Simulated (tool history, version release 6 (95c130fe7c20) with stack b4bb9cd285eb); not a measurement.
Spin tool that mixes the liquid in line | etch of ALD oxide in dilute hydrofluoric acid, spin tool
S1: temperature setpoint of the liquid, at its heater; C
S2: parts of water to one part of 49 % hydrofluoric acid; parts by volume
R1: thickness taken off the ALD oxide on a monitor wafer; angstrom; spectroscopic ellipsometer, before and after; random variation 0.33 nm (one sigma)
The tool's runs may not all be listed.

run 1 day=0.000 | S1=20.0 S2=205 time_under_the_liquid_(s)=290 | R1=259.07
run 2 day=0.296 | S1=20.0 S2=160 time_under_the_liquid_(s)=290 | R1=347.30
run 3 day=0.450 | S1=20.0 S2=220 time_under_the_liquid_(s)=290 | R1=236.14
run 4 day=0.617 | S1=21.5 S2=210 time_under_the_liquid_(s)=290 | R1=264.17
run 5 day=0.683 | S1=22.5 S2=200 time_under_the_liquid_(s)=290 | R1=291.50
run 6 day=0.996 | S1=22.5 S2=260 time_under_the_liquid_(s)=290 | R1=211.83
run 7 day=1.129 | S1=26.5 S2=180 time_under_the_liquid_(s)=290 | R1=387.00

Run 8 comes next. What will it give?
run 8 day=1.500 | S1=27.0 S2=180 time_under_the_liquid_(s)=290 | R1=?

Run 8 gave R1 394.87 angstrom.
